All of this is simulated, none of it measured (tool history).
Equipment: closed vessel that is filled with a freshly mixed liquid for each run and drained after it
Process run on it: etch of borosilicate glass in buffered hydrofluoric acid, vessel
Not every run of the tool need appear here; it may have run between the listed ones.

| run | hour | temperature setpoint of the liquid (C) | parts of 40 % ammonium fluoride to one part of 49 % hydrofluoric acid (parts by volume) | time in the liquid (s) | thickness taken off the borosilicate glass on a monitor wafer (nm) |
|---|---|---|---|---|---|
| 1 | 0 | 24 | 13.5 | 85 | 77.547 |
| 2 | 5.3 | 24 | 13.5 | 90 | 83.134 |
| 3 | 11 | 24 | 13.5 | 85 | 77.214 |
| 4 | 12.3 | 24 | 11.5 | 85 | 90.697 |
| 5 | 19.9 | 24 | 8.5 | 85 | 117.22 |
| 6 | 28.6 | 24 | 8.5 | 85 | 116.44 |
| 7 | 37.6 | 23.5 | 8.5 | 85 | 115 |

Run 8, settings as shown, results not yet in. Your forecast:
| 8 | 45.3 | 23 | 8.5 | 85 | ? |

{"run 8": {"thickness taken off the borosilicate glass on a monitor wafer (nm)": 112.26}}
